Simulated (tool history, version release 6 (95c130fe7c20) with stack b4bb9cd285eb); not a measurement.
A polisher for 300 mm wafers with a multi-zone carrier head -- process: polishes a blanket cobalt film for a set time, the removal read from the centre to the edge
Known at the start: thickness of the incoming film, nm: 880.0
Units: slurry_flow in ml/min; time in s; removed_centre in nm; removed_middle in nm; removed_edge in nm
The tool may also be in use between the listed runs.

run 1 day=0 | slurry_flow=220 centre_zone=1 middle_zone=1 edge_zone=1 time=37 | removed_centre=197.55 removed_middle=198.64 removed_edge=198.66
run 2 day=0.325 | slurry_flow=170 centre_zone=1 middle_zone=1 edge_zone=1 time=37 | removed_centre=187.65 removed_middle=190.62 removed_edge=191.37
run 3 day=0.446 | slurry_flow=165 centre_zone=1 middle_zone=1 edge_zone=0.97 time=37 | removed_centre=186.77 removed_middle=189.42 removed_edge=185.93
run 4 day=0.562 | slurry_flow=165 centre_zone=1 middle_zone=1 edge_zone=0.97 time=44 | removed_centre=222.89 removed_middle=225.83 removed_edge=223.42
run 5 day=0.604 | slurry_flow=165 centre_zone=1 middle_zone=0.92 edge_zone=0.97 time=44 | removed_centre=222.28 removed_middle=213.14 removed_edge=223.95
run 6 day=0.975 | slurry_flow=165 centre_zone=1 middle_zone=0.92 edge_zone=1.05 time=44 | removed_centre=220.2 removed_middle=212.58 removed_edge=231.81
run 7 day=1.004 | slurry_flow=160 centre_zone=1 middle_zone=0.94 edge_zone=1 time=42 | removed_centre=209.75 removed_middle=203.21 removed_edge=214.1
run 8 day=1.317 | slurry_flow=155 centre_zone=1 middle_zone=0.95 edge_zone=0.96 time=41 | removed_centre=203.66 removed_middle=199.05 removed_edge=206.13
run 9 day=1.629 | slurry_flow=155 centre_zone=1 middle_zone=0.97 edge_zone=0.93 time=40 | removed_centre=201.33 removed_middle=196.43 removed_edge=197.65
run 10 day=1.867 | slurry_flow=155 centre_zone=1 middle_zone=0.97 edge_zone=0.93 time=40 | removed_centre=198.38 removed_middle=197.49 removed_edge=196.02
run 11 day=2.158 | slurry_flow=155 centre_zone=1 middle_zone=0.97 edge_zone=0.91 time=39 | removed_centre=190.55 removed_middle=193.76 removed_edge=192.66
run 12 day=2.183 | slurry_flow=150 centre_zone=1.01 middle_zone=0.98 edge_zone=0.89 time=38 | removed_centre=191.23 removed_middle=186.97 removed_edge=182.37

Run 13 is up next; what results do you expect?
run 13 day=2.312 | slurry_flow=145 centre_zone=1.01 middle_zone=0.99 edge_zone=0.88 time=38 | removed_centre=? removed_middle=? removed_edge=?

Run 13 yielded removed_centre 188.08 nm, removed_middle 188.75 nm, removed_edge 178.46 nm.
